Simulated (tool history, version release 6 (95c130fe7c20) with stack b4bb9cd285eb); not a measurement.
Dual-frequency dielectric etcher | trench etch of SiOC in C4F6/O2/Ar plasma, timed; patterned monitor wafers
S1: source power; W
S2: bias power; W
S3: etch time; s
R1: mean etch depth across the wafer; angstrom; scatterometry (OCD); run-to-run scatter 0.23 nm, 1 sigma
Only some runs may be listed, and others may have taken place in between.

run 1 hour=0.0 | S1=380 S2=237 S3=20.5 | R1=465.60
run 2 hour=5.1 | S1=370 S2=234 S3=20.5 | R1=463.23
run 3 hour=8.3 | S1=360 S2=230 S3=20.5 | R1=461.71
run 4 hour=11.5 | S1=410 S2=230 S3=20.5 | R1=475.66
run 5 hour=18.1 | S1=390 S2=224 S3=20.5 | R1=467.84
run 6 hour=21.6 | S1=390 S2=238 S3=20.5 | R1=470.84
run 7 hour=23.3 | S1=370 S2=231 S3=20.5 | R1=462.37

Forecast run 8:
run 8 hour=28.2 | S1=350 S2=226 S3=20.5 | R1=?

{"run 8": {"R1": 457.93}}
